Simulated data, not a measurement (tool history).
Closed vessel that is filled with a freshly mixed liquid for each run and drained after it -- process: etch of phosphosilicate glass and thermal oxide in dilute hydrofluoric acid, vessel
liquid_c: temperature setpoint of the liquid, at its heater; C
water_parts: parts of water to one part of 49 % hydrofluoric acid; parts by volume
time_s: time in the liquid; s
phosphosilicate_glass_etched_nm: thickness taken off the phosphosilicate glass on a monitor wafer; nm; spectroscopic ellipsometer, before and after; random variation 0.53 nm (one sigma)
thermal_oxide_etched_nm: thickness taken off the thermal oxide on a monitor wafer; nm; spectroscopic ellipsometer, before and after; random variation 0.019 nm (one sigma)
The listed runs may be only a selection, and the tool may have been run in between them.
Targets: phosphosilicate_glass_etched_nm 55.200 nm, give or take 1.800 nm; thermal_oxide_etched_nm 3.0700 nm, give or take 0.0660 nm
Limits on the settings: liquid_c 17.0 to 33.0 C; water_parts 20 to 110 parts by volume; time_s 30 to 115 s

run,hour,liquid_c,water_parts,time_s,phosphosilicate_glass_etched_nm,thermal_oxide_etched_nm
1,0.0,25.0,60,60,97.140,5.5034
2,4.3,23.5,65,60,86.158,4.7117
3,7.5,23.5,70,60,78.456,4.3606
4,16.6,23.5,70,80,105.510,5.8024
5,23.8,27.0,70,80,122.140,6.6337
6,30.2,25.0,75,80,102.170,5.6852
7,35.0,23.5,80,80,89.752,5.0474
8,42.5,22.5,85,80,80.613,4.4703
9,49.6,21.5,90,80,73.408,4.0191

Exactly one of the 4 candidate moves below puts every result within its allowed miss. Which one?
A,56.7,26.0,85,45,?,?
B,56.7,19.5,90,70,?,?
C,56.7,21.0,95,70,?,?
D,56.7,25.5,110,65,?,?

move,phosphosilicate_glass_etched_nm,thermal_oxide_etched_nm
A,51.629,2.9360
B,57.966,3.2965
C,58.084,3.3031
D,54.725,3.1121
A: pushes the last run's worst result past its target
B: nearer the targets than the last run, but a result is still out of spec
C: nearer the targets than the last run, but a result is still out of spec
D: in spec on every target
D is the move that brings every result within its allowed miss.
